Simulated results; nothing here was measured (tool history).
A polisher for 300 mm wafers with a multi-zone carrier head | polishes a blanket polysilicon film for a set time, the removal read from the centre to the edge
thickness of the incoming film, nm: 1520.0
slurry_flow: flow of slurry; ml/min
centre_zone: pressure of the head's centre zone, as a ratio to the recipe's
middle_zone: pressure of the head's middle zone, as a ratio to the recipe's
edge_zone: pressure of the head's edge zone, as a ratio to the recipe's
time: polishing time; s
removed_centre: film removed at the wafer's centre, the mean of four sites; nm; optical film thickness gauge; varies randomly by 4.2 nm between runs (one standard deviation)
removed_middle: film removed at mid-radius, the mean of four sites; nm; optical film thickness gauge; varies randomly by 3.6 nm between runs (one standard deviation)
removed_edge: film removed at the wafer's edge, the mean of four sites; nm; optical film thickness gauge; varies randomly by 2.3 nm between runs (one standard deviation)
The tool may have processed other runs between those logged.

run 1 hour=0.0 | slurry_flow=285 centre_zone=1.00 middle_zone=1.00 edge_zone=1.00 time=37 | removed_centre=271.77 removed_middle=322.41 removed_edge=324.41
run 2 hour=4.8 | slurry_flow=285 centre_zone=1.06 middle_zone=0.94 edge_zone=1.00 time=37 | removed_centre=291.09 removed_middle=309.92 removed_edge=329.36
run 3 hour=10.2 | slurry_flow=290 centre_zone=1.10 middle_zone=0.90 edge_zone=0.99 time=37 | removed_centre=304.90 removed_middle=295.99 removed_edge=329.73
run 4 hour=13.7 | slurry_flow=290 centre_zone=1.05 middle_zone=0.90 edge_zone=0.99 time=37 | removed_centre=293.94 removed_middle=294.87 removed_edge=326.93
-- hour=19.2 centre zone pressure recalibrated
run 5 hour=19.2 | slurry_flow=290 centre_zone=1.00 middle_zone=0.90 edge_zone=0.99 time=37 | removed_centre=311.24 removed_middle=295.45 removed_edge=328.19
run 6 hour=27.1 | slurry_flow=290 centre_zone=0.95 middle_zone=0.90 edge_zone=0.99 time=37 | removed_centre=303.09 removed_middle=292.06 removed_edge=328.89

What does the tool deliver on the next run?
run 7 hour=28.6 | slurry_flow=290 centre_zone=0.95 middle_zone=0.87 edge_zone=0.97 time=37 | removed_centre=? removed_middle=? removed_edge=?

{"run 7": {"removed_centre": 297.86, "removed_middle": 285.96, "removed_edge": 323.36}}

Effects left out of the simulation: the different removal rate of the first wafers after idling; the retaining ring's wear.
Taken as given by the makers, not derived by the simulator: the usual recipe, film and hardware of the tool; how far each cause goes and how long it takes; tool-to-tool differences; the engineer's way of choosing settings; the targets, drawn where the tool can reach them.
